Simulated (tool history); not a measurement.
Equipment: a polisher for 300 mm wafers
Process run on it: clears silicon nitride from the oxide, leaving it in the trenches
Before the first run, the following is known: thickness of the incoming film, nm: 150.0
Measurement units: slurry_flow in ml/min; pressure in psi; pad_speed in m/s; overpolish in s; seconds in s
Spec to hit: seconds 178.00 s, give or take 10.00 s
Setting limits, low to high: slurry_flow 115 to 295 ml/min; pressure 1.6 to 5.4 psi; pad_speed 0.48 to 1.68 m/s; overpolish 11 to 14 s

| run | hour | slurry_flow | pressure | pad_speed | overpolish | seconds |
|---|---|---|---|---|---|---|
| 1 | 0.0 | 190 | 3.5 | 1.08 | 14 | 118.04 |
| 2 | 1.6 | 190 | 3.2 | 1.08 | 14 | 126.11 |
| 3 | 5.8 | 190 | 2.8 | 1.08 | 14 | 139.34 |
| 4 | 10.0 | 190 | 3.1 | 1.08 | 14 | 130.31 |
| 5 | 11.6 | 190 | 3.6 | 1.08 | 14 | 118.68 |
| 6 | 18.3 | 225 | 3.6 | 1.08 | 14 | 114.25 |
| 7 | 22.4 | 225 | 3.6 | 1.08 | 14 | 114.47 |
| 8 | 26.0 | 225 | 3.3 | 1.06 | 14 | 123.37 |
| 9 | 33.9 | 225 | 3.0 | 1.04 | 14 | 139.35 |

Of the 5 settings listed for the next run, only one would bring every result within its allowed miss of target. Which one?
| A | 41.8 | 230 | 2.2 | 0.92 | 11 | ? |
| B | 41.8 | 230 | 3.5 | 1.04 | 14 | ? |
| C | 41.8 | 195 | 2.4 | 1.16 | 11 | ? |
| D | 41.8 | 240 | 2.9 | 1.02 | 14 | ? |
| E | 41.8 | 260 | 2.1 | 1.06 | 14 | ? |

| move | seconds |
|---|---|
| A | 201.67 |
| B | 119.57 |
| C | 151.91 |
| D | 143.39 |
| E | 180.94 |
A: pushes the last run's worst result past its target
B: lands further from the targets than the last run did
C: an improvement on the last run, though not all results are within tolerance
D: an improvement on the last run, though not all results are within tolerance
E: in spec on every target
E is the move that brings every result within its allowed miss.

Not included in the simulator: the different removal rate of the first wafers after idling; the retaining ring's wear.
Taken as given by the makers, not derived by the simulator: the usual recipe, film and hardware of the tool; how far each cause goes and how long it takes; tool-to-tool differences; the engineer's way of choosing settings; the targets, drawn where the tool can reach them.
